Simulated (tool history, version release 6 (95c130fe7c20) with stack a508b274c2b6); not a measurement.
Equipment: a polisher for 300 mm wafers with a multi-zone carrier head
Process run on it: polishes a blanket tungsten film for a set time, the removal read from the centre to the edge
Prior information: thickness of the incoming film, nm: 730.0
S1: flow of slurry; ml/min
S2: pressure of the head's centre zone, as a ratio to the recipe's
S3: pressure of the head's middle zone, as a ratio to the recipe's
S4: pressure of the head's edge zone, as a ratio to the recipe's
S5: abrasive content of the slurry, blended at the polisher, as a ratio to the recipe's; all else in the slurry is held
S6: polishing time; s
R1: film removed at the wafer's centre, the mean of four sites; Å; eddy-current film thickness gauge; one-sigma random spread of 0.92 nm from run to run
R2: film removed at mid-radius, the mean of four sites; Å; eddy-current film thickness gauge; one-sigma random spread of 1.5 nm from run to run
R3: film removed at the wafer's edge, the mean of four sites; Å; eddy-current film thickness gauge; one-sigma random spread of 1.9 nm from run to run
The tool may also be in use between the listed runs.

| run | hour | S1 | S2 | S3 | S4 | S5 | S6 | R1 | R2 | R3 |
|---|---|---|---|---|---|---|---|---|---|---|
| 1 | 0 | 220 | 1 | 1 | 1 | 1 | 47 | 2481.4 | 2478.3 | 2535.2 |
| 2 | 0.8 | 220 | 1 | 1 | 1 | 0.85 | 47 | 2389 | 2391.5 | 2404.2 |
| 3 | 3.4 | 210 | 0.97 | 0.96 | 0.97 | 0.75 | 44 | 2119.2 | 2112.8 | 2175.6 |
| 4 | 4.2 | 205 | 0.95 | 0.94 | 0.95 | 0.7 | 41 | 1887 | 1882.4 | 1972.6 |
| 5 | 7.1 | 200 | 0.93 | 0.93 | 0.92 | 0.65 | 39 | 1732.2 | 1734.6 | 1797.2 |
| 6 | 10.5 | 200 | 0.93 | 0.93 | 1.01 | 0.65 | 39 | 1717.7 | 1725.2 | 1860.2 |
| 7 | 17.2 | 195 | 0.91 | 0.92 | 0.97 | 0.6 | 38 | 1608.3 | 1634.4 | 1799.6 |
| 8 | 24.3 | 195 | 0.9 | 0.92 | 0.94 | 0.55 | 37 | 1527.7 | 1591.3 | 1649.6 |
| 9 | 31.9 | 190 | 0.89 | 0.91 | 0.92 | 0.55 | 37 | 1500 | 1536.9 | 1669.3 |
| 10 | 34.6 | 190 | 0.89 | 0.91 | 0.9 | 0.55 | 36 | 1471.7 | 1472.4 | 1559.8 |
| 11 | 36.3 | 180 | 0.89 | 0.91 | 0.9 | 0.55 | 36 | 1439.1 | 1465.9 | 1588.4 |
| 12 | 41.2 | 180 | 0.89 | 0.91 | 0.9 | 0.55 | 36 | 1439.2 | 1471.8 | 1530.8 |

What will run 13 give?
| 13 | 44.2 | 175 | 0.89 | 0.91 | 0.9 | 0.55 | 36 | ? | ? | ? |

R1: 1447.6 Å
R2: 1450.3 Å
R3: 1575 Å
